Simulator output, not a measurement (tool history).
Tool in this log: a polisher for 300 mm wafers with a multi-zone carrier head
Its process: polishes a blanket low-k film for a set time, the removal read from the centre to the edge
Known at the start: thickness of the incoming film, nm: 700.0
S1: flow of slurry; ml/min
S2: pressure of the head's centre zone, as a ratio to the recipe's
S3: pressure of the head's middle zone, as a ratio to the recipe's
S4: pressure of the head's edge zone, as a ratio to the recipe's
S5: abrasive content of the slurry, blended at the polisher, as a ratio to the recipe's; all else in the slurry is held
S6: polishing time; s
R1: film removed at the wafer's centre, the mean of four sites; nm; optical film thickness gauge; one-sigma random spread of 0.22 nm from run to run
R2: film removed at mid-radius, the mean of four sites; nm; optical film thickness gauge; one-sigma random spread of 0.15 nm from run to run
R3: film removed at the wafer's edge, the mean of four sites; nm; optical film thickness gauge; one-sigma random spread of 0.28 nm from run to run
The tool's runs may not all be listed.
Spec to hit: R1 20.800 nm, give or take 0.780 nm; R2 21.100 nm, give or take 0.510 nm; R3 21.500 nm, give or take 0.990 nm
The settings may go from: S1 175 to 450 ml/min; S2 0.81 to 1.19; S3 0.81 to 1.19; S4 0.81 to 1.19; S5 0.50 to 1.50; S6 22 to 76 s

run    day   S1    S2    S3    S4    S5  S6      R1      R2      R3
  1  0.000  290  1.00  1.00  1.00  1.00  49  15.967  15.755  16.463
  2  0.083  290  1.06  1.00  1.00  1.00  49  17.245  15.568  16.542
  3  0.304  250  1.06  1.00  1.00  1.00  49  16.786  15.522  16.324
  4  0.488  260  1.06  1.04  1.05  1.10  49  17.503  16.343  17.259
  5  0.675  300  1.06  1.04  1.05  1.10  49  17.706  16.769  17.543
  6  0.771  315  1.06  1.07  1.08  1.20  49  18.290  17.906  18.101
  7  0.838  310  1.06  1.08  1.10  1.30  50  19.210  18.662  19.302
  8  0.967  320  1.06  1.10  1.12  1.35  50  19.613  19.417  19.873
  9  1.142  330  1.06  1.11  1.14  1.40  50  19.720  19.760  20.334
 10  1.200  335  1.06  1.12  1.15  1.45  50  19.982  20.219  19.911
 11  1.267  335  1.06  1.12  1.15  1.45  50  20.216  19.839  20.453

Pick the move, out of 5, that brings all results within their allowed miss; only one does.
  A  1.333  390  0.95  1.19  1.16  1.00  59   ?   ?   ?
  B  1.333  360  0.96  1.01  1.19  1.50  56   ?   ?   ?
  C  1.333  250  1.08  1.16  1.19  1.25  55   ?   ?   ?
  D  1.333  250  0.85  1.06  1.19  1.45  60   ?   ?   ?
  E  1.333  355  1.03  1.15  1.13  1.45  53   ?   ?   ?

move      R1      R2      R3
   A  19.191  22.519  21.309
   B  20.739  20.972  23.235
   C  20.718  21.070  20.902
   D  18.717  22.304  23.908
   E  20.804  21.916  21.130
A: takes the biggest miss from the last run beyond its target
B: gets the furthest-off result to its target, but another result is out of tolerance
C: all results land within tolerance of their targets
D: takes the biggest miss from the last run beyond its target
E: takes the biggest miss from the last run beyond its target
The right move is C.
